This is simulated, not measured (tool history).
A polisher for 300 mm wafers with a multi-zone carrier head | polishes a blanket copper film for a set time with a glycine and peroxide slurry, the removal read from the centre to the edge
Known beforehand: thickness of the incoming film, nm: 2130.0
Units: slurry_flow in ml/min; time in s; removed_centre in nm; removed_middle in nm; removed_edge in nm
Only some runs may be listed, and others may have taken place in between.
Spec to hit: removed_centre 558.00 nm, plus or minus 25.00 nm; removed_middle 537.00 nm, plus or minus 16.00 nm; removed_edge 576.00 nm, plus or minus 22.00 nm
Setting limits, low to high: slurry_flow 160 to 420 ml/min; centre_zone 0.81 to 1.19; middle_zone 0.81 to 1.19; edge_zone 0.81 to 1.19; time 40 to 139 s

run  hour  slurry_flow  centre_zone  middle_zone  edge_zone  time  removed_centre  removed_middle  removed_edge
  1   0.0          270         1.00         1.00       1.00    89          373.08          417.60        412.22
  2   5.1          275         1.04         1.00       1.04    95          405.94          446.03        450.37
  3   7.5          275         1.04         1.00       1.07    95          406.54          442.08        460.05
  4   8.2          275         1.04         1.00       1.02    95          408.88          452.99        444.13
  5  15.8          285         1.08         0.99       1.05   100          458.56          471.32        479.78
  6  16.6          295         1.10         1.00       1.08   103          470.10          484.53        480.85
  7  18.0          290         1.10         0.98       1.09   107          490.78          498.28        513.46
     27.0  -- centre zone pressure recalibrated
  8  27.0          285         1.11         0.97       1.10   110          554.69          504.94        522.90

5 candidate next runs follow, results not yet known. Just one meets every target within its allowed miss. Identify it.
  A  36.0          355         0.93         1.00       1.19   112               ?               ?             ?
  B  36.0          240         1.04         0.95       1.07   122               ?               ?             ?
  C  36.0          355         0.99         1.10       1.07   109               ?               ?             ?
  D  36.0          420         0.93         1.07       1.18   111               ?               ?             ?
  E  36.0          285         0.94         1.10       1.03   114               ?               ?             ?

move  removed_centre  removed_middle  removed_edge
   A          499.62          540.70        574.70
   B          575.69          541.14        577.40
   C          515.07          570.57        531.27
   D          502.55          575.02        572.49
   E          502.14          584.52        537.40
A: corrects the largest miss of the last run, while another result sits out of spec
B: in spec on every target
C: nearer than the last run, and not there yet
D: corrects the largest miss of the last run, while another result sits out of spec
E: the biggest miss grows against the last run
Correct choice: B, which meets every target
